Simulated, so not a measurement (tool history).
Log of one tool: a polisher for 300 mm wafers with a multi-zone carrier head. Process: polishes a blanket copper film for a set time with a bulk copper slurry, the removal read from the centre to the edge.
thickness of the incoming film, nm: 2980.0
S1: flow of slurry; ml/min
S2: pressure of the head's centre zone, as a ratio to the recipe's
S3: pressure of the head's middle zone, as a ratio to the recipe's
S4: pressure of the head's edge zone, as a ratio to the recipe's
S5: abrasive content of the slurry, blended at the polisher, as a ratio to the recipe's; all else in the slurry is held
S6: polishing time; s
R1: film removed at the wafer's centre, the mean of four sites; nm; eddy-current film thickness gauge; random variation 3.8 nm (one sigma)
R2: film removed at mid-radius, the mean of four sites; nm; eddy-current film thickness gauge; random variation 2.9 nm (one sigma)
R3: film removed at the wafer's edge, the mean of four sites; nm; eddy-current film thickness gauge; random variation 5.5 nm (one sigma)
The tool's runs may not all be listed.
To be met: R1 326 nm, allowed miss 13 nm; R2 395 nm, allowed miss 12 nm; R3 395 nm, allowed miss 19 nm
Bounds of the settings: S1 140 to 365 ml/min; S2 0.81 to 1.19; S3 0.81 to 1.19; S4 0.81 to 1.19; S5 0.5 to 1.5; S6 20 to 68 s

run 1 hour=0 | S1=235 S2=1 S3=1 S4=1 S5=1 S6=44 | R1=331.77 R2=317.32 R3=316.13
run 2 hour=8.3 | S1=235 S2=1 S3=1 S4=1 S5=1 S6=54 | R1=412.12 R2=389.67 R3=386.08
run 3 hour=9.3 | S1=235 S2=1.05 S3=1 S4=1 S5=1 S6=54 | R1=417.42 R2=393.07 R3=387.64
run 4 hour=12.7 | S1=195 S2=1.05 S3=1 S4=1 S5=1 S6=54 | R1=414.05 R2=378.3 R3=388.43
run 5 hour=17.5 | S1=195 S2=1.05 S3=1.05 S4=1 S5=1 S6=54 | R1=413.65 R2=394.81 R3=386.28
run 6 hour=22.1 | S1=195 S2=1.05 S3=0.99 S4=1 S5=1 S6=54 | R1=414.98 R2=377.2 R3=381.14
run 7 hour=26.3 | S1=200 S2=0.97 S3=1.04 S4=1.05 S5=0.9 S6=53 | R1=367.09 R2=374.23 R3=372.62
run 8 hour=29 | S1=200 S2=0.97 S3=1.04 S4=1.05 S5=0.9 S6=53 | R1=368.6 R2=378.1 R3=378.95
run 9 hour=36 | S1=195 S2=0.93 S3=1.06 S4=1.08 S5=0.9 S6=53 | R1=354.45 R2=382.76 R3=381.38
run 10 hour=44.9 | S1=190 S2=0.9 S3=1.07 S4=1.1 S5=0.9 S6=53 | R1=338.65 R2=382.35 R3=387.58

4 next moves are on the table. One of them brings every result within its allowed miss. Which?
run A hour=53.8 | S1=225 S2=0.84 S3=1.13 S4=1.1 S5=0.95 S6=53 | R1=? R2=? R3=?
run B hour=53.8 | S1=250 S2=0.82 S3=1.05 S4=1.07 S5=0.95 S6=53 | R1=? R2=? R3=?
run C hour=53.8 | S1=145 S2=0.83 S3=0.92 S4=1.19 S5=0.95 S6=57 | R1=? R2=? R3=?
run D hour=53.8 | S1=255 S2=0.99 S3=1.17 S4=0.98 S5=1.1 S6=45 | R1=? R2=? R3=?

move=A R1=326.1 R2=418.63 R3=391.83
move=B R1=323.2 R2=398.82 R3=390.99
move=C R1=315.16 R2=348.16 R3=414.19
move=D R1=344.11 R2=384.99 R3=329.08
A: takes the result that was furthest off past its target
B: meets every target
C: further off than the last run
D: brings the result that was furthest off to its target, and leaves another outside
The right move is B.
